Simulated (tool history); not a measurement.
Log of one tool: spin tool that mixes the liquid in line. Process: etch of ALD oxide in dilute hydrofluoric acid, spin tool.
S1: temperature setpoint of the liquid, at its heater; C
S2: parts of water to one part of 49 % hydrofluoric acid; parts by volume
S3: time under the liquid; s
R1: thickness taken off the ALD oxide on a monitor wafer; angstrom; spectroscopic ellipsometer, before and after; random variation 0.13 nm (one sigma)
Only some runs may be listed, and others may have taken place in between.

| run | hour | S1 | S2 | S3 | R1 |
|---|---|---|---|---|---|
| 1 | 0 | 21 | 45 | 35 | 128.91 |
| 2 | 7.6 | 21 | 35 | 35 | 168 |
| 3 | 9.8 | 21 | 25 | 35 | 239.35 |
| 4 | 16.6 | 21 | 20 | 35 | 305.04 |
| 5 | 21.4 | 24.5 | 20 | 35 | 350.21 |
| 6 | 25.1 | 23.5 | 20 | 35 | 336.89 |
| 7 | 27.5 | 23.5 | 20 | 35 | 331.35 |
| 8 | 28.3 | 22.5 | 20 | 35 | 320.65 |
| 9 | 37.3 | 22 | 20 | 35 | 312.14 |
| 10 | 42.6 | 21.5 | 20 | 35 | 307.01 |
| 11 | 46.4 | 21 | 20 | 35 | 301.94 |
| 12 | 52.5 | 20.5 | 20 | 35 | 298.16 |
| 13 | 53.9 | 20 | 20 | 35 | 288.12 |
| 14 | 55.2 | 19.5 | 20 | 35 | 283.42 |
| 15 | 64 | 19 | 20 | 35 | 276.7 |
| 16 | 68.8 | 18.5 | 20 | 35 | 267.67 |
| 17 | 74.3 | 18.5 | 20 | 35 | 270.82 |

Run 18 has not been measured yet. What should we expect?
| 18 | 77.9 | 17.5 | 25 | 35 | ? |

Run 18 yielded R1 202.93 angstrom.
